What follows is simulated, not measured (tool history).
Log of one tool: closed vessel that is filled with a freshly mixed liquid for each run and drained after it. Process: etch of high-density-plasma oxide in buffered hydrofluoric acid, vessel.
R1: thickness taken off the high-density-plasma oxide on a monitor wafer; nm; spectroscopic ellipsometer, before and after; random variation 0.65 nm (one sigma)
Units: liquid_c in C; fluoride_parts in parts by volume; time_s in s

Run 1, hour 0: liquid_c 21 C, fluoride_parts 18.5 parts by volume, time_s 100 s. Result: R1 73.68 nm.
Run 2, hour 5.3: liquid_c 21 C, fluoride_parts 18.5 parts by volume, time_s 100 s. Result: R1 75.249 nm.
Run 3, hour 6: liquid_c 21 C, fluoride_parts 18.5 parts by volume, time_s 105 s. Result: R1 77.838 nm.
Run 4, hour 14: liquid_c 20.5 C, fluoride_parts 18.5 parts by volume, time_s 105 s. Result: R1 75.469 nm.
Run 5, hour 17.2: liquid_c 20 C, fluoride_parts 18.5 parts by volume, time_s 105 s. Result: R1 73.05 nm.
Run 6, hour 24: liquid_c 20 C, fluoride_parts 18.5 parts by volume, time_s 105 s. Result: R1 73.159 nm.
Run 7, hour 25.7: liquid_c 19.5 C, fluoride_parts 18.5 parts by volume, time_s 105 s. Result: R1 72.011 nm.

Forecast run 8:
At hour 27.1: thermometer replaced.
Run 8, hour 27.1: liquid_c 18.5 C, fluoride_parts 18.5 parts by volume, time_s 105 s. Result: R1 ?.

R1: 73.31 nm
